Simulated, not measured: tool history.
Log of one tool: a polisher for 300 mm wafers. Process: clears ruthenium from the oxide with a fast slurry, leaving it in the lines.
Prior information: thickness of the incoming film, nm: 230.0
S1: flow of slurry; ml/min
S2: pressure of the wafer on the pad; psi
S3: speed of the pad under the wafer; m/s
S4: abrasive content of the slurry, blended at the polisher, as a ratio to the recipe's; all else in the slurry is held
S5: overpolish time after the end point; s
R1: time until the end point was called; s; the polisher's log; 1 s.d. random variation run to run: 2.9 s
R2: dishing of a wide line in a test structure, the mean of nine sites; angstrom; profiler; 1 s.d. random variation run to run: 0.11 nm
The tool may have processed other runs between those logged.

run  hour   S1   S2    S3   S4  S5      R1      R2
  1     0  255  1.9  0.84    1  12  94.635  218.68
  2   4.3  255  1.7  0.74    1  11  116.37  168.46
  3   6.1  255  1.5  0.68    1  10  139.14  128.66
  4   6.9  255  1.3  0.66    1  10  163.63  114.12
  5  12.9  255  1.3  0.66  1.1  10  152.11  116.84
  6  18.6  255  1.7  0.66  1.1  10  124.03  144.36

The next listed run, before its measurement:
  7  20.3  255  1.5  0.64  1.1  10   ?   ?

R1: 138.69 s
R2: 129.01 angstrom
